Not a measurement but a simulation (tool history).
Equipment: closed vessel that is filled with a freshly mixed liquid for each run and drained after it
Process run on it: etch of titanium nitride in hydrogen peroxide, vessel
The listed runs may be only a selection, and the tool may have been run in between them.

run  hour  temperature setpoint of the liquid (°C)  concentration of hydrogen peroxide in the mixed liquid (% by weight)  time in the liquid (s)  thickness taken off the titanium nitride on a monitor wafer (nm)
  1   0.0                                     55.0                                                                  20.5                     210                                                           19.7880
  2   6.0                                     52.5                                                                  20.5                     210                                                           16.6130
  3  14.8                                     52.5                                                                  20.5                     160                                                           12.8260
  4  15.7                                     52.5                                                                  16.5                     160                                                           12.2930
  5  23.4                                     51.5                                                                  16.5                     160                                                           11.4380
  6  27.7                                     51.5                                                                  19.0                     160                                                           11.6670
  7  35.3                                     50.5                                                                  19.0                     160                                                           10.8850
  8  37.6                                     50.0                                                                  19.0                     160                                                           10.4630
  9  40.6                                     49.5                                                                  19.0                     160                                                           10.0790
     43.3  -- new drum of peroxide connected
 10  43.3                                     49.0                                                                  19.0                     160                                                            9.8541
 11  52.7                                     48.5                                                                  19.0                     160                                                            9.4941
 12  55.7                                     48.0                                                                  19.0                     160                                                            9.1900

For run 13, what comes out?
 13  63.2                                     47.5                                                                  19.0                     160                                                                 ?

thickness taken off the titanium nitride on a monitor wafer (nm): 8.8295
